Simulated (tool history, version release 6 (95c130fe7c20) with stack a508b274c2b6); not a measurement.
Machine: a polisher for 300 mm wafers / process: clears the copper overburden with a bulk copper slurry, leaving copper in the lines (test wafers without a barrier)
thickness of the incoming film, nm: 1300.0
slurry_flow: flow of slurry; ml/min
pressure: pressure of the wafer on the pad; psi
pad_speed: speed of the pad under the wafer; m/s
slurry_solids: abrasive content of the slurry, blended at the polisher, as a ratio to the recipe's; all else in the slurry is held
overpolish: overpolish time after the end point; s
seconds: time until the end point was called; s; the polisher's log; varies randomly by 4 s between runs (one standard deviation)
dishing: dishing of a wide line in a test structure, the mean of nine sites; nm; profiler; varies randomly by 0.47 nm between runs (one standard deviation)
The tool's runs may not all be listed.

Run 1, hour 0.0: slurry_flow 135 ml/min, pressure 2.2 psi, pad_speed 1.38 m/s, slurry_solids 1.00, overpolish 22 s. Result: seconds 168.04 s, dishing 23.245 nm.
Run 2, hour 0.6: slurry_flow 135 ml/min, pressure 2.2 psi, pad_speed 1.38 m/s, slurry_solids 1.10, overpolish 22 s. Result: seconds 163.07 s, dishing 23.146 nm.
Run 3, hour 4.2: slurry_flow 130 ml/min, pressure 2.0 psi, pad_speed 1.32 m/s, slurry_solids 1.10, overpolish 20 s. Result: seconds 182.02 s, dishing 22.750 nm.
Run 4, hour 9.0: slurry_flow 125 ml/min, pressure 1.8 psi, pad_speed 1.24 m/s, slurry_solids 1.10, overpolish 19 s. Result: seconds 222.20 s, dishing 22.859 nm.
Run 5, hour 13.4: slurry_flow 125 ml/min, pressure 1.7 psi, pad_speed 1.20 m/s, slurry_solids 1.10, overpolish 17 s. Result: seconds 244.67 s, dishing 22.774 nm.
At hour 20.4: slurry blender recalibrated.
Run 6, hour 20.4: slurry_flow 125 ml/min, pressure 1.6 psi, pad_speed 1.18 m/s, slurry_solids 1.10, overpolish 16 s. Result: seconds 234.14 s, dishing 22.414 nm.
Run 7, hour 21.0: slurry_flow 120 ml/min, pressure 1.5 psi, pad_speed 1.14 m/s, slurry_solids 1.10, overpolish 14 s. Result: seconds 253.98 s, dishing 20.500 nm.
Run 8, hour 24.4: slurry_flow 120 ml/min, pressure 1.4 psi, pad_speed 1.12 m/s, slurry_solids 1.10, overpolish 14 s. Result: seconds 274.86 s, dishing 20.146 nm.
Run 9, hour 32.4: slurry_flow 120 ml/min, pressure 1.3 psi, pad_speed 1.10 m/s, slurry_solids 1.10, overpolish 15 s. Result: seconds 304.25 s, dishing 19.418 nm.
Run 10, hour 39.6: slurry_flow 120 ml/min, pressure 1.3 psi, pad_speed 1.06 m/s, slurry_solids 1.15, overpolish 15 s. Result: seconds 303.36 s, dishing 19.451 nm.
Run 11, hour 41.3: slurry_flow 105 ml/min, pressure 1.0 psi, pad_speed 0.98 m/s, slurry_solids 1.20, overpolish 25 s. Result: seconds 438.22 s, dishing 19.711 nm.
Run 12, hour 47.4: slurry_flow 110 ml/min, pressure 1.0 psi, pad_speed 0.98 m/s, slurry_solids 1.20, overpolish 25 s. Result: seconds 433.78 s, dishing 20.337 nm.
Run 13, hour 52.2: slurry_flow 110 ml/min, pressure 1.0 psi, pad_speed 0.98 m/s, slurry_solids 1.20, overpolish 24 s. Result: seconds 421.31 s, dishing 20.032 nm.

Predict the results of run 14:
Run 14, hour 59.4: slurry_flow 115 ml/min, pressure 1.0 psi, pad_speed 0.98 m/s, slurry_solids 1.20, overpolish 23 s. Result: seconds ?, dishing ?.

seconds: 429.00 s
dishing: 19.641 nm
